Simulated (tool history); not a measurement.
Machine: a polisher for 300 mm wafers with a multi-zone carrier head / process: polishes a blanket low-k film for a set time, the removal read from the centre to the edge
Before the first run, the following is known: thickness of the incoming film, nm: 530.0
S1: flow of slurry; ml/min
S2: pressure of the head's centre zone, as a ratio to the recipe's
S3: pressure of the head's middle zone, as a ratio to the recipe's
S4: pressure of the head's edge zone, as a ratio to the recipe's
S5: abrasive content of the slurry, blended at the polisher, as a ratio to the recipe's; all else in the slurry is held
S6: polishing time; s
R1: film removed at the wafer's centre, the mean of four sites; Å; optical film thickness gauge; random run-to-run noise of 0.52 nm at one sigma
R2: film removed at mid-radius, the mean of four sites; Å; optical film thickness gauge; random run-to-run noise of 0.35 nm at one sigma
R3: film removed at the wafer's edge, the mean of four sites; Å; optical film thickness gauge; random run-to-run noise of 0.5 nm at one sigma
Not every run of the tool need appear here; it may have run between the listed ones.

run 1 hour=0 | S1=310 S2=1 S3=1 S4=1 S5=1 S6=52 | R1=316.25 R2=324.96 R3=311.8
run 2 hour=1.1 | S1=310 S2=1 S3=0.95 S4=1 S5=1 S6=52 | R1=326.88 R2=308.9 R3=314.36
run 3 hour=5.8 | S1=310 S2=1 S3=0.95 S4=1 S5=0.9 S6=52 | R1=307.16 R2=293.65 R3=298.65
run 4 hour=7 | S1=310 S2=0.98 S3=0.99 S4=1.04 S5=1.1 S6=54 | R1=341.12 R2=348.45 R3=348.63
run 5 hour=11.9 | S1=315 S2=0.97 S3=1.03 S4=1.08 S5=1.2 S6=55 | R1=354.05 R2=379.08 R3=383.64
run 6 hour=16 | S1=315 S2=0.97 S3=1.08 S4=1.08 S5=1.2 S6=55 | R1=366.38 R2=398.96 R3=378.66
run 7 hour=22.8 | S1=325 S2=0.95 S3=1.11 S4=1.11 S5=1.3 S6=56 | R1=376.67 R2=423.45 R3=400.29

Expected results for the next run?
run 8 hour=27.2 | S1=320 S2=0.93 S3=1.12 S4=1.12 S5=1.35 S6=57 | R1=? R2=? R3=?

Run 8 came out at R1 378.03 Å, R2 444.01 Å, R3 417.44 Å.
